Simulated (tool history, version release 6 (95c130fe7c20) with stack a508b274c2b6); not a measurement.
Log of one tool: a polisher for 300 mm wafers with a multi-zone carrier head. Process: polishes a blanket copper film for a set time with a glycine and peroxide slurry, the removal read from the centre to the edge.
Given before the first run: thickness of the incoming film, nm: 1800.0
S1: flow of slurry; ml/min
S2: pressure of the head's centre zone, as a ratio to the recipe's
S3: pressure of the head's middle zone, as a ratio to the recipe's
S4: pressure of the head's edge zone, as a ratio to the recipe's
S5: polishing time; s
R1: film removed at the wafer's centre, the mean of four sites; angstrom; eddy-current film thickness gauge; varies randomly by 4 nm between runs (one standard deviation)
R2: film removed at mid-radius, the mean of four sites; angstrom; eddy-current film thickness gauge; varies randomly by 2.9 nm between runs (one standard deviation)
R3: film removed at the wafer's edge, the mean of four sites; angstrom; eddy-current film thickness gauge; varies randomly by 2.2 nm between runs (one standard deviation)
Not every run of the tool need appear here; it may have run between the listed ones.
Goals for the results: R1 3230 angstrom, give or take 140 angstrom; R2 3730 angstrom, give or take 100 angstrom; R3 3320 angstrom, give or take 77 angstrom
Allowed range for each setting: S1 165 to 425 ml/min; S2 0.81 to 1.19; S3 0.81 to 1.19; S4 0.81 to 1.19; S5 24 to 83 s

run    day   S1    S2    S3    S4  S5      R1      R2      R3
  1      0  275     1     1     1  53  2530.1  2534.7  2562.9
  2  0.267  290  1.01  1.05  1.03  56  2624.5  2773.5  2764.1
  3   0.45  300  1.03  1.09  1.02  59  2862.4  3052.3  2896.5
  4  0.742  300  1.03  1.09  1.09  59    2843  3012.4  2979.6
  5  1.017  310  1.03  1.12  1.08  61  2995.1  3170.5  3047.6
  6  1.208  310  1.03  1.12  1.08  52  2529.1  2729.2  2600.4
  7  1.571  315  1.03  1.14  1.07  56    2740  3003.1  2789.7
  8  1.925  325  1.02  1.15  1.07  59  2858.8  3183.6  2970.9
  9  1.996  335  1.02  1.16  1.06  61  2974.4  3343.4  3048.8
 10   2.15  340  1.02  1.17  1.06  62  3059.6  3456.3  3110.3
 11  2.454  350  1.02  1.18  1.06  63  3122.8  3540.7  3140.9
 12  2.692  350  1.02  1.18  1.07  64  3087.3  3614.9  3242.8
 13  2.821  355  1.03  1.18  1.07  64  3185.4    3602  3240.2

Exercise: of the 5 proposed moves below, exactly one satisfies all targets within the stated allowed misses. Which move is it?
  A  2.95  305  1.07  1.14  1.14  64   ?   ?   ?
  B  2.95  295  1.03  1.08  1.08  68   ?   ?   ?
  C  2.95  280   1.1  1.13  1.19  63   ?   ?   ?
  D  2.95  355  1.05  1.09  1.14  63   ?   ?   ?
  E  2.95  365  1.02  1.19  1.07  66   ?   ?   ?

move      R1      R2      R3
   A  3267.4  3413.5  3267.8
   B  3347.8  3451.3  3371.6
   C  3258.4  3303.3  3266.5
   D  3215.2  3280.3  3254.6
   E  3298.4  3715.9  3303.4
A: misses by more than the last run did
B: misses by more than the last run did
C: misses by more than the last run did
D: misses by more than the last run did
E: each result inside its tolerance
Move E is the one to make.
